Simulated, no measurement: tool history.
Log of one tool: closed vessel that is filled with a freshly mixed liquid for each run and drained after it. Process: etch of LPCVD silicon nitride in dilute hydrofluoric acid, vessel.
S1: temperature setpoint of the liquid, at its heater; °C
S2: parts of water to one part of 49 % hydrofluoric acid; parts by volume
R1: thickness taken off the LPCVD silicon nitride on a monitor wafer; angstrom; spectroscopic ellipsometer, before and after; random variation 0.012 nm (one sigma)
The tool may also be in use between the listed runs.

Run 1, day 0: S1 22 °C, S2 90 parts by volume, time in the liquid (s) 930. Result: R1 32.37 angstrom.
Run 2, day 0.25: S1 20.5 °C, S2 95 parts by volume, time in the liquid (s) 930. Result: R1 27.716 angstrom.
Run 3, day 0.283: S1 19.5 °C, S2 100 parts by volume, time in the liquid (s) 930. Result: R1 24.542 angstrom.
Run 4, day 0.533: S1 19 °C, S2 105 parts by volume, time in the liquid (s) 930. Result: R1 22.606 angstrom.
Run 5, day 0.688: S1 19 °C, S2 105 parts by volume, time in the liquid (s) 930. Result: R1 22.658 angstrom.
Run 6, day 0.967: S1 19 °C, S2 75 parts by volume, time in the liquid (s) 930. Result: R1 31.335 angstrom.
Run 7, day 1.038: S1 18.5 °C, S2 85 parts by volume, time in the liquid (s) 925. Result: R1 26.591 angstrom.

Run 8 comes next. What will it give?
Run 8, day 1.346: S1 18 °C, S2 90 parts by volume, time in the liquid (s) 925. Result: R1 ?.

R1: 24.448 angstrom
